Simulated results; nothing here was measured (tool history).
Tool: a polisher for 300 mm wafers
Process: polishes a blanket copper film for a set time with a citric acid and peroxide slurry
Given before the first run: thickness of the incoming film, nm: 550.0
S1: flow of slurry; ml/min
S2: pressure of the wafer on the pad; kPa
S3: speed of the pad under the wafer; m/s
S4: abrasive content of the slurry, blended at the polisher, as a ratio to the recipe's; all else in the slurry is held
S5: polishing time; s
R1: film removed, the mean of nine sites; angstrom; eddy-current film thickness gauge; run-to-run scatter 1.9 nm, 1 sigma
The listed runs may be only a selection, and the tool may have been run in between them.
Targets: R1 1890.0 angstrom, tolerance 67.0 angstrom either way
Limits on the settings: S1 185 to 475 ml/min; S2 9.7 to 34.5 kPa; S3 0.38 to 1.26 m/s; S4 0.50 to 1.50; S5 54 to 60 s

run 1 hour=0.0 | S1=305 S2=22.1 S3=0.82 S4=1.00 S5=60 | R1=1163.2
run 2 hour=2.6 | S1=305 S2=24.1 S3=0.82 S4=1.00 S5=60 | R1=1256.0
run 3 hour=3.6 | S1=305 S2=24.1 S3=0.82 S4=1.15 S5=60 | R1=1302.4
run 4 hour=11.3 | S1=305 S2=19.3 S3=0.82 S4=1.15 S5=60 | R1=1049.2
run 5 hour=20.0 | S1=305 S2=22.1 S3=0.82 S4=1.15 S5=60 | R1=1208.9
run 6 hour=26.3 | S1=305 S2=22.1 S3=0.82 S4=1.15 S5=60 | R1=1196.3
run 7 hour=31.0 | S1=305 S2=24.1 S3=0.82 S4=1.15 S5=60 | R1=1280.0
run 8 hour=34.8 | S1=305 S2=26.2 S3=0.82 S4=1.15 S5=60 | R1=1405.2
run 9 hour=37.1 | S1=305 S2=27.6 S3=0.82 S4=1.15 S5=60 | R1=1510.6
run 10 hour=44.6 | S1=305 S2=28.3 S3=0.82 S4=1.15 S5=60 | R1=1539.5
run 11 hour=46.0 | S1=305 S2=29.0 S3=0.82 S4=1.15 S5=60 | R1=1550.7
run 12 hour=51.8 | S1=305 S2=29.6 S3=0.82 S4=1.15 S5=60 | R1=1587.8
run 13 hour=53.1 | S1=305 S2=30.3 S3=0.82 S4=1.15 S5=60 | R1=1607.7
run 14 hour=61.0 | S1=305 S2=31.0 S3=0.82 S4=1.15 S5=60 | R1=1675.1
run 15 hour=63.8 | S1=305 S2=31.7 S3=0.82 S4=1.15 S5=60 | R1=1675.4
run 16 hour=71.6 | S1=305 S2=32.4 S3=0.82 S4=1.15 S5=60 | R1=1711.6
run 17 hour=77.9 | S1=305 S2=33.1 S3=0.82 S4=1.15 S5=60 | R1=1765.2

4 candidate next runs follow, results not yet known. Just one meets every target within its allowed miss. Identify it.
run A hour=84.2 | S1=295 S2=33.8 S3=0.84 S4=1.20 S5=57 | R1=?
run B hour=84.2 | S1=350 S2=28.3 S3=0.94 S4=1.50 S5=57 | R1=?
run C hour=84.2 | S1=350 S2=30.3 S3=0.86 S4=1.20 S5=57 | R1=?
run D hour=84.2 | S1=325 S2=32.4 S3=0.90 S4=1.10 S5=60 | R1=?

move=A R1=1774.7
move=B R1=1740.2
move=C R1=1646.3
move=D R1=1879.0
A: moves toward the targets from the last run without getting all of them in spec
B: the biggest miss grows against the last run
C: the biggest miss grows against the last run
D: hits every target within its allowed miss
Go with D: it meets all targets.
